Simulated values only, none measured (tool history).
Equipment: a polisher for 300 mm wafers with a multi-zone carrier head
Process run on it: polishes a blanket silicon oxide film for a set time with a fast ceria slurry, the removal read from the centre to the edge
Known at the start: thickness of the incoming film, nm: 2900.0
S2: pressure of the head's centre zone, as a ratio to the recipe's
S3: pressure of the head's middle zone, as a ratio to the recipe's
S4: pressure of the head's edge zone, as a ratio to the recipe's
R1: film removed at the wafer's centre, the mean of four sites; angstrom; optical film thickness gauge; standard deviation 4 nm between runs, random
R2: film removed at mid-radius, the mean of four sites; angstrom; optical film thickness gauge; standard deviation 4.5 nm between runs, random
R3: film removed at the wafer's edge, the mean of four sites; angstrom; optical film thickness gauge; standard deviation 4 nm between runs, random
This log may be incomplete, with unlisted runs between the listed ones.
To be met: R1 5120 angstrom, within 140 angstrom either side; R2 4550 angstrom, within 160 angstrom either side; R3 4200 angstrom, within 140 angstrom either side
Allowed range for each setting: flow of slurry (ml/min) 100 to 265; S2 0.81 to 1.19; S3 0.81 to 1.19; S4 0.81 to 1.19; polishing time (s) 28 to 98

{"run": 1, "hour": 0.0, "flow of slurry (ml/min)": 170, "S2": 1, "S3": 1, "S4": 1, "polishing time (s)": 63, "R1": 5957.5, "R2": 5273.8, "R3": 5252.1}
{"run": 2, "hour": 3.4, "flow of slurry (ml/min)": 170, "S2": 1, "S3": 0.96, "S4": 1, "polishing time (s)": 63, "R1": 5982.4, "R2": 5177.5, "R3": 5396.7}
{"run": 3, "hour": 7.2, "flow of slurry (ml/min)": 145, "S2": 1, "S3": 0.96, "S4": 1, "polishing time (s)": 63, "R1": 5834.7, "R2": 5074.5, "R3": 5137.1}
{"run": 4, "hour": 13.1, "flow of slurry (ml/min)": 115, "S2": 1, "S3": 0.96, "S4": 1, "polishing time (s)": 63, "R1": 5348, "R2": 4789.9, "R3": 4958.5}
{"run": 5, "hour": 17.2, "flow of slurry (ml/min)": 115, "S2": 1, "S3": 0.96, "S4": 1.04, "polishing time (s)": 63, "R1": 5361.2, "R2": 4661.2, "R3": 5124.6}
{"run": 6, "hour": 24.0, "flow of slurry (ml/min)": 115, "S2": 1.01, "S3": 0.96, "S4": 1.01, "polishing time (s)": 61, "R1": 5298.3, "R2": 4486.9, "R3": 4857.2}
{"run": 7, "hour": 29.9, "flow of slurry (ml/min)": 110, "S2": 1.01, "S3": 0.98, "S4": 0.97, "polishing time (s)": 60, "R1": 5056.9, "R2": 4516.3, "R3": 4694.2}
{"run": 8, "hour": 38.1, "flow of slurry (ml/min)": 115, "S2": 1.03, "S3": 0.99, "S4": 0.93, "polishing time (s)": 59, "R1": 5082.9, "R2": 4591.8, "R3": 4502.2}
{"run": 9, "hour": 40.5, "flow of slurry (ml/min)": 110, "S2": 1.07, "S3": 0.98, "S4": 0.84, "polishing time (s)": 58, "R1": 5151.7, "R2": 4348.6, "R3": 4227.4}

Of the 4 settings listed for the next run, only one would bring every result within its allowed miss of target. Which one?
{"run": "A", "hour": 42.9, "flow of slurry (ml/min)": 120, "S2": 1.11, "S3": 1.06, "S4": 0.81, "polishing time (s)": 58, "R1": "?", "R2": "?", "R3": "?"}
{"run": "B", "hour": 42.9, "flow of slurry (ml/min)": 100, "S2": 1.07, "S3": 0.94, "S4": 0.89, "polishing time (s)": 60, "R1": "?", "R2": "?", "R3": "?"}
{"run": "C", "hour": 42.9, "flow of slurry (ml/min)": 120, "S2": 1.03, "S3": 1, "S4": 0.82, "polishing time (s)": 58, "R1": "?", "R2": "?", "R3": "?"}
{"run": "D", "hour": 42.9, "flow of slurry (ml/min)": 120, "S2": 1.04, "S3": 0.96, "S4": 0.85, "polishing time (s)": 60, "R1": "?", "R2": "?", "R3": "?"}

move=A R1=5588.4 R2=4788.4 R3=4180.7
move=B R1=5211.6 R2=4227.2 R3=4345.6
move=C R1=5183 R2=4559.5 R3=4206.5
move=D R1=5412.3 R2=4557 R3=4423.6
A: takes the biggest miss from the last run beyond its target
B: the biggest miss grows against the last run
C: hits every target within its allowed miss
D: gets the furthest-off result to its target, but another result is out of tolerance
The right move is C.
